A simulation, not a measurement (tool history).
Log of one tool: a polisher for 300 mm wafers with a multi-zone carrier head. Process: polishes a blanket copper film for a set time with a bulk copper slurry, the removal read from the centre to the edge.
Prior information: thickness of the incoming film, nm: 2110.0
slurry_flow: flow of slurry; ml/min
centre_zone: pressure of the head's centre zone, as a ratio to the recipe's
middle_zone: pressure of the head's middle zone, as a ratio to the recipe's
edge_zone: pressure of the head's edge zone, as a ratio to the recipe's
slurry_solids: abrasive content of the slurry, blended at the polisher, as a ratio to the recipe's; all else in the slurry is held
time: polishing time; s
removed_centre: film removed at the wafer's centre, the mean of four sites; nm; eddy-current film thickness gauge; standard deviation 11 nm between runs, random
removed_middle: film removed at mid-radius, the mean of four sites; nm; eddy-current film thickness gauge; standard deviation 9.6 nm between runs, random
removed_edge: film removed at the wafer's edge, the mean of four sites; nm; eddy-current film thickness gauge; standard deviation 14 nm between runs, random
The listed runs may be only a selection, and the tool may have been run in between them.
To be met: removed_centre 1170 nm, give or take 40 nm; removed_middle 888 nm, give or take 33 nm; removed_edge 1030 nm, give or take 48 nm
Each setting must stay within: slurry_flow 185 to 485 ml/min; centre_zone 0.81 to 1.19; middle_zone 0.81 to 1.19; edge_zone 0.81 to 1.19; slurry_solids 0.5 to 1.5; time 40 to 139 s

run 1 hour=0 | slurry_flow=310 centre_zone=1 middle_zone=1 edge_zone=1 slurry_solids=1 time=89 | removed_centre=886.66 removed_middle=879.64 removed_edge=849.78
run 2 hour=5 | slurry_flow=310 centre_zone=1 middle_zone=1.06 edge_zone=1 slurry_solids=1 time=89 | removed_centre=887.49 removed_middle=947.45 removed_edge=836.47
run 3 hour=6.4 | slurry_flow=355 centre_zone=1 middle_zone=1.06 edge_zone=1 slurry_solids=1 time=89 | removed_centre=912.4 removed_middle=932.51 removed_edge=889.5
run 4 hour=8 | slurry_flow=380 centre_zone=1.04 middle_zone=1.05 edge_zone=1.01 slurry_solids=1 time=89 | removed_centre=965.14 removed_middle=921.83 removed_edge=879.67
run 5 hour=10.8 | slurry_flow=380 centre_zone=1.04 middle_zone=1.05 edge_zone=1.01 slurry_solids=1 time=70 | removed_centre=749.26 removed_middle=723.36 removed_edge=705.81
run 6 hour=16 | slurry_flow=460 centre_zone=1.04 middle_zone=1.05 edge_zone=1.01 slurry_solids=1 time=70 | removed_centre=763.05 removed_middle=748.94 removed_edge=698.02
run 7 hour=24.3 | slurry_flow=445 centre_zone=1.07 middle_zone=1.03 edge_zone=1.05 slurry_solids=1.1 time=74 | removed_centre=848.83 removed_middle=799.08 removed_edge=774.58
run 8 hour=28.4 | slurry_flow=445 centre_zone=1.07 middle_zone=1.03 edge_zone=1.05 slurry_solids=1.1 time=74 | removed_centre=847.57 removed_middle=806.46 removed_edge=781.53
run 9 hour=35.6 | slurry_flow=435 centre_zone=1.1 middle_zone=0.98 edge_zone=1.07 slurry_solids=1.15 time=77 | removed_centre=903.37 removed_middle=817.15 removed_edge=819.25
run 10 hour=38.4 | slurry_flow=430 centre_zone=1.12 middle_zone=0.94 edge_zone=1.09 slurry_solids=1.15 time=81 | removed_centre=986.87 removed_middle=826.91 removed_edge=874.81
run 11 hour=41.4 | slurry_flow=430 centre_zone=1.13 middle_zone=0.92 edge_zone=1.11 slurry_solids=1.2 time=82 | removed_centre=1021.6 removed_middle=832.94 removed_edge=895.51

Pick the move, out of 4, that brings all results within their allowed miss; only one does.
run A hour=44.4 | slurry_flow=480 centre_zone=1.17 middle_zone=0.86 edge_zone=1.19 slurry_solids=0.85 time=100 | removed_centre=? removed_middle=? removed_edge=?
run B hour=44.4 | slurry_flow=400 centre_zone=1.02 middle_zone=0.9 edge_zone=1.19 slurry_solids=1.45 time=94 | removed_centre=? removed_middle=? removed_edge=?
run C hour=44.4 | slurry_flow=445 centre_zone=0.87 middle_zone=0.89 edge_zone=1.19 slurry_solids=1.1 time=94 | removed_centre=? removed_middle=? removed_edge=?
run D hour=44.4 | slurry_flow=410 centre_zone=1.08 middle_zone=0.85 edge_zone=1.17 slurry_solids=1.15 time=100 | removed_centre=? removed_middle=? removed_edge=?

move=A removed_centre=1183.1 removed_middle=899.84 removed_edge=1010.9
move=B removed_centre=1109.6 removed_middle=1001.8 removed_edge=1091.6
move=C removed_centre=883 removed_middle=928.79 removed_edge=1017.8
move=D removed_centre=1175.8 removed_middle=962.97 removed_edge=1083.7
A: every result lands within tolerance
B: moves toward the targets from the last run without getting all of them in spec
C: the biggest miss grows against the last run
D: brings the result that was furthest off to its target, and leaves another outside
Move A is the one to make.
